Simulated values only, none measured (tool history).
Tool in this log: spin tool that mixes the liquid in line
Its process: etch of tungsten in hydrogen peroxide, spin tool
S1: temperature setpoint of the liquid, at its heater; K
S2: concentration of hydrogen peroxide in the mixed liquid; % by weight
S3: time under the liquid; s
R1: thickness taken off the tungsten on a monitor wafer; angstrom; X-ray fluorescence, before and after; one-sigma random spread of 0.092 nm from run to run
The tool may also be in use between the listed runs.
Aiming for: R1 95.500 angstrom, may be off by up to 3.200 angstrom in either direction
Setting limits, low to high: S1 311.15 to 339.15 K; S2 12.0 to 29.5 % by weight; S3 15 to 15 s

run	hour	S1	S2	S3	R1
1	0.0	327.15	20.0	15	177.780
2	5.9	330.15	20.0	15	212.720
3	12.4	336.65	20.0	15	304.190
4	17.7	336.65	20.0	15	311.050
5	23.8	336.65	16.5	15	275.130
6	31.9	333.15	16.5	15	228.220
7	33.6	330.15	16.5	15	192.050
8	35.2	327.65	16.5	15	165.690
9	36.5	325.65	16.5	15	146.130
10	38.7	324.15	16.5	15	133.970
11	47.7	317.15	16.5	15	86.998
12	55.4	317.65	16.5	15	91.384

4 candidate next runs follow, results not yet known. Just one meets every target within its allowed miss. Identify it.
A	63.1	316.15	19.0	15	?
B	63.1	317.65	19.0	15	?
C	63.1	318.15	15.5	15	?
D	63.1	316.15	19.5	15	?

move	R1
A	86.548
B	95.205
C	88.749
D	87.679
A: further off than the last run
B: each result inside its tolerance
C: further off than the last run
D: further off than the last run
B meets every target.
